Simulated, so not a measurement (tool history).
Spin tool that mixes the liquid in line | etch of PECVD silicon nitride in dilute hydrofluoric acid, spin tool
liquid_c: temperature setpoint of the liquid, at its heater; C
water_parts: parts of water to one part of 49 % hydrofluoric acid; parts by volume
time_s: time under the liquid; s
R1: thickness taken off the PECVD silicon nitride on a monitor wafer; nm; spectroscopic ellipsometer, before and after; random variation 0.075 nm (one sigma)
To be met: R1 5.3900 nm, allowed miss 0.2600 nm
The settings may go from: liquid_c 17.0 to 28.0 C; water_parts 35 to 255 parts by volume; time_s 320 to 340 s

run 1 day=0.000 | liquid_c=20.0 water_parts=145 time_s=320 | R1=3.2977
run 2 day=0.312 | liquid_c=20.0 water_parts=145 time_s=320 | R1=3.2649
run 3 day=0.496 | liquid_c=18.5 water_parts=145 time_s=320 | R1=2.9642
run 4 day=0.529 | liquid_c=18.5 water_parts=145 time_s=320 | R1=2.9794
-- day=0.596 thermometer replaced
run 5 day=0.596 | liquid_c=17.0 water_parts=145 time_s=320 | R1=2.2320
run 6 day=0.675 | liquid_c=17.0 water_parts=105 time_s=320 | R1=3.0914
run 7 day=0.721 | liquid_c=18.5 water_parts=105 time_s=320 | R1=3.4664
run 8 day=0.867 | liquid_c=19.5 water_parts=105 time_s=320 | R1=3.6721
run 9 day=1.233 | liquid_c=20.5 water_parts=105 time_s=320 | R1=3.8631
run 10 day=1.592 | liquid_c=21.5 water_parts=105 time_s=320 | R1=4.0818

5 next moves are on the table. One of them brings every result within its allowed miss. Which?
run A day=1.950 | liquid_c=21.0 water_parts=90 time_s=320 | R1=?
run B day=1.950 | liquid_c=21.5 water_parts=75 time_s=340 | R1=?
run C day=1.950 | liquid_c=23.5 water_parts=85 time_s=320 | R1=?
run D day=1.950 | liquid_c=22.5 water_parts=100 time_s=330 | R1=?
run E day=1.950 | liquid_c=22.5 water_parts=90 time_s=335 | R1=?

move=A R1=4.7956
move=B R1=6.3011
move=C R1=6.0003
move=D R1=4.9334
move=E R1=5.5544
A: nearer than the last run, and not there yet
B: takes the result that was furthest off past its target
C: takes the result that was furthest off past its target
D: nearer than the last run, and not there yet
E: meets every target
Answer: E
